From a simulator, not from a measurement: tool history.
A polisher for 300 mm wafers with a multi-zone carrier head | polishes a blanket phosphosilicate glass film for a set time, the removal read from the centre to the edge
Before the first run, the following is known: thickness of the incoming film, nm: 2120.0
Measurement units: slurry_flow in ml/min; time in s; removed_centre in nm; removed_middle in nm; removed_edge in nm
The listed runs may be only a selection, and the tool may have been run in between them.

| run | hour | slurry_flow | centre_zone | middle_zone | edge_zone | slurry_solids | time | removed_centre | removed_middle | removed_edge |
|---|---|---|---|---|---|---|---|---|---|---|
| 1 | 0.0 | 295 | 1.00 | 1.00 | 1.00 | 1.00 | 85 | 619.52 | 610.37 | 659.34 |
| 2 | 5.6 | 295 | 1.00 | 0.99 | 0.96 | 0.90 | 85 | 576.91 | 579.78 | 609.99 |
| 3 | 12.8 | 295 | 1.00 | 0.99 | 0.96 | 0.90 | 103 | 711.33 | 700.40 | 745.60 |
| 4 | 21.1 | 300 | 1.01 | 0.98 | 0.93 | 0.80 | 101 | 650.78 | 622.31 | 654.50 |
| 5 | 25.2 | 300 | 1.01 | 0.98 | 0.90 | 0.80 | 101 | 652.50 | 644.90 | 649.81 |
|  | 29.6 | edge zone pressure recalibrated |
| 6 | 29.6 | 300 | 1.00 | 0.96 | 0.89 | 0.75 | 101 | 614.09 | 603.11 | 594.02 |

Run 7 is up next; what results do you expect?
| 7 | 37.2 | 295 | 0.98 | 0.92 | 0.90 | 0.75 | 101 | ? | ? | ? |

Run 7 measured removed_centre 609.12 nm, removed_middle 583.94 nm, removed_edge 584.81 nm.
